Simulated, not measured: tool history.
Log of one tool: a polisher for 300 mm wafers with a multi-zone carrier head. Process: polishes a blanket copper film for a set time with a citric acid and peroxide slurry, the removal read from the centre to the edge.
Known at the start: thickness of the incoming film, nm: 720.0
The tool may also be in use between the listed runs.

run,hour,flow of slurry (ml/min),pressure of the head's centre zone,pressure of the head's middle zone,pressure of the head's edge zone,abrasive content of the slurry,polishing time (s),film removed at the wafer's centre (nm),film removed at mid-radius (nm),film removed at the wafer's edge (nm)
1,0,255,1,1,1,1,32,51.603,50.17,50.333
2,3.5,215,1,1,1,1,32,51.839,50.134,50.201
3,6.9,215,1.01,0.97,0.99,0.95,32,50.801,48.832,48.756
4,8.9,215,1.01,0.97,0.99,0.85,32,49.094,46.478,47.6
5,12.8,215,1.06,0.97,0.99,0.85,32,50.81,47.395,47.763
6,15.4,255,1.06,0.97,0.99,0.85,32,52.096,47.272,48.747
7,20.3,255,1.07,0.94,0.98,0.85,32,52.317,46.071,48.215

Run 8 comes next. What will it give?
8,28.3,255,1.07,0.92,0.97,0.85,32,?,?,?

Run 8 gave film removed at the wafer's centre (nm) 52.568, film removed at mid-radius (nm) 45.285, film removed at the wafer's edge (nm) 47.86.
